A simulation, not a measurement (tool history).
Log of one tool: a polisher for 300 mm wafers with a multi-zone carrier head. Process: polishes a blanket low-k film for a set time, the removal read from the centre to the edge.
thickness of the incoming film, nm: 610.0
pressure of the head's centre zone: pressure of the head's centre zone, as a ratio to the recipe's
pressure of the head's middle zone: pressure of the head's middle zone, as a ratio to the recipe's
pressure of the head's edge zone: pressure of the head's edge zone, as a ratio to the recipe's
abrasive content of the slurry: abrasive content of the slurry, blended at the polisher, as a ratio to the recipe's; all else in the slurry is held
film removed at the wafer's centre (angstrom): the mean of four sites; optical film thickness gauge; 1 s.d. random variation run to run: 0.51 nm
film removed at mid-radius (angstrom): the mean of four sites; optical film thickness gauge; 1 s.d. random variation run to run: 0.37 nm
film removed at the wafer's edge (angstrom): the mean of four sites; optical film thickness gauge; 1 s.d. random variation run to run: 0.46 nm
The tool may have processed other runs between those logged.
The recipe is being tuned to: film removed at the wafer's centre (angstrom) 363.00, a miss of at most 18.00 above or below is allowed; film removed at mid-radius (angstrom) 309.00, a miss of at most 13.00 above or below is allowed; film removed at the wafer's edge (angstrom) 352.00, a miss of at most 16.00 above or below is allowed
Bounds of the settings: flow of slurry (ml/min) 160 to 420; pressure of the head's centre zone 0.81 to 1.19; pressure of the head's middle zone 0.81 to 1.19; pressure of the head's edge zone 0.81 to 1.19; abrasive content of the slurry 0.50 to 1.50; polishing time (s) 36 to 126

run,day,flow of slurry (ml/min),pressure of the head's centre zone,pressure of the head's middle zone,pressure of the head's edge zone,abrasive content of the slurry,polishing time (s),film removed at the wafer's centre (angstrom),film removed at mid-radius (angstrom),film removed at the wafer's edge (angstrom)
1,0.000,270,1.00,1.00,1.00,1.00,81,235.56,232.05,232.15
2,0.250,270,1.00,1.00,1.00,1.00,61,178.79,169.93,178.12
3,0.354,275,1.02,0.98,1.04,1.15,68,213.79,199.63,212.22
4,0.508,275,1.04,0.96,1.07,1.25,74,244.09,224.64,247.57
5,0.625,275,1.04,0.91,1.07,1.25,74,251.36,216.06,250.16
6,0.754,275,1.04,0.85,1.07,1.25,74,250.82,202.81,239.92
7,0.867,280,1.07,0.89,1.09,1.30,77,269.43,227.97,266.81
8,0.975,310,1.17,0.96,1.09,1.50,88,358.33,290.36,322.05
9,1.188,310,1.16,0.96,1.11,1.50,89,370.18,301.25,328.22
10,1.350,305,1.14,0.95,1.12,1.50,90,352.82,298.30,331.50

4 candidate next runs follow, results not yet known. Just one meets every target within its allowed miss. Identify it.
A,1.512,420,1.19,1.07,1.06,1.35,88,?,?,?
B,1.512,275,1.11,0.94,1.14,1.50,95,?,?,?
C,1.512,345,1.19,0.92,1.12,1.45,89,?,?,?
D,1.512,320,1.17,1.01,1.14,1.45,88,?,?,?

move,film removed at the wafer's centre (angstrom),film removed at mid-radius (angstrom),film removed at the wafer's edge (angstrom)
A,363.01,305.93,303.07
B,365.80,297.80,344.76
C,371.22,276.10,321.14
D,358.51,293.36,318.45
A: misses by more than the last run did
B: hits every target within its allowed miss
C: misses by more than the last run did
D: misses by more than the last run did
B is the move that brings every result within its allowed miss.
